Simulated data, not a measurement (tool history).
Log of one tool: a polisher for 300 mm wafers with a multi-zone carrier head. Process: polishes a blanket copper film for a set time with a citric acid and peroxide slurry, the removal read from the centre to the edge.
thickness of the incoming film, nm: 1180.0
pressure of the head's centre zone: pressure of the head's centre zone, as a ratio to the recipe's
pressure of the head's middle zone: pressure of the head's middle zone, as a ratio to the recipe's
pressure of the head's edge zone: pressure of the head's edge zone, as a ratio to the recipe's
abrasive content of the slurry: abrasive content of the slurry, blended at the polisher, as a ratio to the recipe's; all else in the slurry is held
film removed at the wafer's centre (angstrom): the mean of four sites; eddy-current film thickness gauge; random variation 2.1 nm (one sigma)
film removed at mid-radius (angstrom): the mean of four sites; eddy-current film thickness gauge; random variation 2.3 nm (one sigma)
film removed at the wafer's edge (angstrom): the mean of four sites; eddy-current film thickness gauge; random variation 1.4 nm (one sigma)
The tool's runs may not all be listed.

run,hour,flow of slurry (ml/min),pressure of the head's centre zone,pressure of the head's middle zone,pressure of the head's edge zone,abrasive content of the slurry,polishing time (s),film removed at the wafer's centre (angstrom),film removed at mid-radius (angstrom),film removed at the wafer's edge (angstrom)
1,0.0,165,1.00,1.00,1.00,1.00,86,1889.2,1951.5,1823.6
2,6.2,180,1.00,1.00,1.00,1.00,86,1868.2,2018.3,1856.8
3,15.2,170,0.98,0.98,0.98,0.95,85,1768.6,1919.5,1800.3
4,17.6,160,0.99,0.97,0.97,0.90,84,1747.2,1808.2,1735.3
5,20.7,160,0.99,0.97,0.90,0.90,84,1749.7,1835.5,1669.4
6,24.8,155,0.98,0.96,0.89,0.85,84,1681.7,1845.8,1706.9

Run 7 comes next. What will it give?
7,27.5,150,0.99,0.95,0.89,0.80,82,?,?,?

Run 7 gave film removed at the wafer's centre (angstrom) 1658.9, film removed at mid-radius (angstrom) 1712.3, film removed at the wafer's edge (angstrom) 1611.5.

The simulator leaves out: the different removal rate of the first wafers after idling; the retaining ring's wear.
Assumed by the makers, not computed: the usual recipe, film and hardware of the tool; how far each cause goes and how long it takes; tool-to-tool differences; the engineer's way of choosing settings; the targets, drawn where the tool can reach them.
